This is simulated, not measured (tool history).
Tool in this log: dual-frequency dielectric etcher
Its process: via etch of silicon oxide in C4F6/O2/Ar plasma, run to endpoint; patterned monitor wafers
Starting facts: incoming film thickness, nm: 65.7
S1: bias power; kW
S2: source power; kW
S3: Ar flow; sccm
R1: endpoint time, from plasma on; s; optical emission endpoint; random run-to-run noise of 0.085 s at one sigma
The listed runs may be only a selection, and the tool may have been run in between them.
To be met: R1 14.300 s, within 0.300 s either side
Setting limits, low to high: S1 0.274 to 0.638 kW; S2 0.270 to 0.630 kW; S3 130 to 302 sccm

run  hour     S1     S2   S3      R1
  1   0.0  0.456  0.450  216  12.806
  2   7.5  0.456  0.450  241  13.069
  3  12.8  0.456  0.450  228  12.938
  4  14.6  0.509  0.450  228  12.326
  5  23.6  0.477  0.440  229  12.928
  6  24.5  0.454  0.440  229  13.239
  7  33.1  0.439  0.440  229  13.311
  8  34.0  0.424  0.440  229  13.304
  9  41.1  0.406  0.430  230  13.666

Pick the move, out of 5, that brings all results within their allowed miss; only one does.
  A  48.2  0.365  0.390  173   ?
  B  48.2  0.463  0.470  194   ?
  C  48.2  0.402  0.470  226   ?
  D  48.2  0.342  0.560  207   ?
  E  48.2  0.344  0.400  260   ?

move      R1
   A  14.394
   B  12.584
   C  13.461
   D  13.379
   E  15.189
A: all results land within tolerance of their targets
B: further off than the last run
C: further off than the last run
D: further off than the last run
E: the result that was furthest off in the last run now lies on the other side of its target
The move that meets every target is A.
